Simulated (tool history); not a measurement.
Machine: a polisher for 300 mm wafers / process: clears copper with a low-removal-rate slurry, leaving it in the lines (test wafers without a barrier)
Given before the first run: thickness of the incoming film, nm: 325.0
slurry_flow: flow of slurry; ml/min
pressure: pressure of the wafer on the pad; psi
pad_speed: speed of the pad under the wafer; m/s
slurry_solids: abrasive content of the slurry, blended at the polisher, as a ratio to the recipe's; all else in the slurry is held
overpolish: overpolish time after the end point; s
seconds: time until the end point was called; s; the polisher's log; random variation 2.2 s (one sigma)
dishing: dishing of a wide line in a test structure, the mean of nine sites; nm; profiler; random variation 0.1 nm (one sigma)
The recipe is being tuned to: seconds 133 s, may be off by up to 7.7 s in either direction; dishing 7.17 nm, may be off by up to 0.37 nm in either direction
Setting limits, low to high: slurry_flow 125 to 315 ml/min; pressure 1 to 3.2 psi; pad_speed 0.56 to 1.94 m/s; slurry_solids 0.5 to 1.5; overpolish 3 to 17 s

run	hour	slurry_flow	pressure	pad_speed	slurry_solids	overpolish	seconds	dishing
1	0	205	2.1	1.24	1	9	122.02	16.879
2	5.1	205	2	1.26	1	7	130.79	12.658
3	14.2	205	1.9	1.3	1	6	129.97	10.762
4	16	205	1.8	1.32	1	5	134.21	8.647
5	23.1	205	1.8	1.32	1.2	5	124.9	8.9669
6	25.9	205	1.8	1.32	1.2	3	127.31	5.4872
7	27	195	1.8	1.34	1.1	3	135.23	5.4301
8	32.1	210	1.8	1.34	1.05	3	134.05	5.5738
9	37.2	210	1.8	1.34	1	6	131.44	10.751
10	38.9	200	1.8	1.28	1.1	6	132.38	10.315
11	46.7	205	1.9	1.2	1.15	6	130.58	10.536
12	53.5	205	1.8	1.28	0.95	3	136.35	5.0405
13	56.2	205	1.7	1.36	1	3	134.98	5.2045
14	61.5	205	1.7	1.34	1.05	3	138.04	5.0802
15	63.8	200	1.7	1.34	1.05	3	141.54	5.2088
16	65.8	205	1.7	1.36	1.05	3	140.51	5.1926
17	70.9	200	1.7	1.38	1.05	3	135.25	5.2876
18	79.7	215	1.7	1.36	1.1	3	133.6	5.2734
19	88.6	200	1.7	1.36	1.1	3	136.55	5.1716
20	95.5	200	1.7	1.36	1.1	3	134.45	5.252
21	100.8	210	1.7	1.34	1.1	3	137.63	5.1952

Which one of the following 5 next-run settings gets every result inside its allowed miss? There is exactly one.
A	106.1	220	1.6	1.32	1.05	5	?	?
B	106.1	215	1.8	1.46	1.05	3	?	?
C	106.1	215	1.6	1.28	1.05	5	?	?
D	106.1	190	1.7	1.4	1.05	4	?	?
E	106.1	190	1.4	1.5	1.15	5	?	?

move	seconds	dishing
A	148.84	7.8605
B	123.05	5.7744
C	152.82	7.6637
D	136.36	6.9038
E	152.84	7.6498
A: carries the result that was furthest off beyond its target, to the other side
B: closes in on the targets versus the last run, not all within tolerance yet
C: carries the result that was furthest off beyond its target, to the other side
D: each result inside its tolerance
E: carries the result that was furthest off beyond its target, to the other side
D is the move that brings every result within its allowed miss.
